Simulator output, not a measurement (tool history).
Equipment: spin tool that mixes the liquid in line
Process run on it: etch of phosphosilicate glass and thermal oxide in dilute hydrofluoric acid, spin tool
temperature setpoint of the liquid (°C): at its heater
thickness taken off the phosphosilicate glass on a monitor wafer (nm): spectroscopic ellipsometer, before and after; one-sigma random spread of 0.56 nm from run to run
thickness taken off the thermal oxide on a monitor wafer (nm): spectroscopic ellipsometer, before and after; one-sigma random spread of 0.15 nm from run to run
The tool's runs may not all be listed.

run  hour  temperature setpoint of the liquid (°C)  parts of water to one part of 49 % hydrofluoric acid (parts by volume)  time under the liquid (s)  thickness taken off the phosphosilicate glass on a monitor wafer (nm)  thickness taken off the thermal oxide on a monitor wafer (nm)
  1   0.0                                     25.0                                                                     190                         30                                                                 16.384                                                        0.68532
  2   1.4                                     26.0                                                                     165                         30                                                                 19.737                                                        0.83396
  3   9.0                                     26.0                                                                     205                         30                                                                 15.408                                                        0.57443
  4  12.6                                     27.0                                                                     180                         30                                                                 18.525                                                        0.64320
     15.6  -- thermometer replaced
  5  15.6                                     27.0                                                                     155                         30                                                                 24.075                                                        0.98939
  6  23.4                                     27.0                                                                     155                         40                                                                 32.238                                                        1.24190
  7  24.9                                     27.5                                                                     140                         40                                                                 37.239                                                        1.37090

Expected results for the next run?
  8  30.4                                     28.0                                                                     125                         40                                                                      ?                                                              ?

{"run 8": {"thickness taken off the phosphosilicate glass on a monitor wafer (nm)": 42.799, "thickness taken off the thermal oxide on a monitor wafer (nm)": 1.701}}

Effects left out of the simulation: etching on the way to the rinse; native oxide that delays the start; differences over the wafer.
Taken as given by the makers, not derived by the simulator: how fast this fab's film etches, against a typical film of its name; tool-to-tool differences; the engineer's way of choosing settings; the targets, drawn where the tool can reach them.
